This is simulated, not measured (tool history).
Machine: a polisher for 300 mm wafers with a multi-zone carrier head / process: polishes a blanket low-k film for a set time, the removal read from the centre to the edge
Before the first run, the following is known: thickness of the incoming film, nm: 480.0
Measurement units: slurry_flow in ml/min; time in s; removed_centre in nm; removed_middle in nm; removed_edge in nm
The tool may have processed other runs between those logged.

Run 1, day 0.000: slurry_flow 225 ml/min, centre_zone 1.00, middle_zone 1.00, edge_zone 1.00, slurry_solids 1.00, time 80 s. Result: removed_centre 26.903 nm, removed_middle 28.175 nm, removed_edge 26.593 nm.
Run 2, day 0.283: slurry_flow 265 ml/min, centre_zone 1.00, middle_zone 1.00, edge_zone 1.00, slurry_solids 1.00, time 80 s. Result: removed_centre 27.583 nm, removed_middle 28.340 nm, removed_edge 26.521 nm.
Run 3, day 0.375: slurry_flow 265 ml/min, centre_zone 1.04, middle_zone 1.00, edge_zone 1.00, slurry_solids 1.00, time 80 s. Result: removed_centre 28.904 nm, removed_middle 28.203 nm, removed_edge 27.434 nm.
Run 4, day 0.400: slurry_flow 320 ml/min, centre_zone 1.04, middle_zone 1.00, edge_zone 1.00, slurry_solids 1.00, time 80 s. Result: removed_centre 29.742 nm, removed_middle 29.309 nm, removed_edge 27.766 nm.
Run 5, day 0.442: slurry_flow 275 ml/min, centre_zone 1.04, middle_zone 1.00, edge_zone 1.00, slurry_solids 1.00, time 80 s. Result: removed_centre 29.196 nm, removed_middle 28.471 nm, removed_edge 26.636 nm.
At day 0.688: slurry nozzle cleaned.
Run 6, day 0.688: slurry_flow 275 ml/min, centre_zone 1.04, middle_zone 1.00, edge_zone 1.00, slurry_solids 1.20, time 80 s. Result: removed_centre 31.433 nm, removed_middle 31.815 nm, removed_edge 29.227 nm.
Run 7, day 1.046: slurry_flow 240 ml/min, centre_zone 0.96, middle_zone 0.90, edge_zone 0.90, slurry_solids 0.95, time 77 s. Result: removed_centre 25.329 nm, removed_middle 25.258 nm, removed_edge 24.108 nm.

Expected results for the next run?
Run 8, day 1.304: slurry_flow 240 ml/min, centre_zone 0.96, middle_zone 0.89, edge_zone 0.89, slurry_solids 0.90, time 77 s. Result: removed_centre ?, removed_middle ?, removed_edge ?.

{"run 8": {"removed_centre": 24.689, "removed_middle": 24.443, "removed_edge": 23.294}}
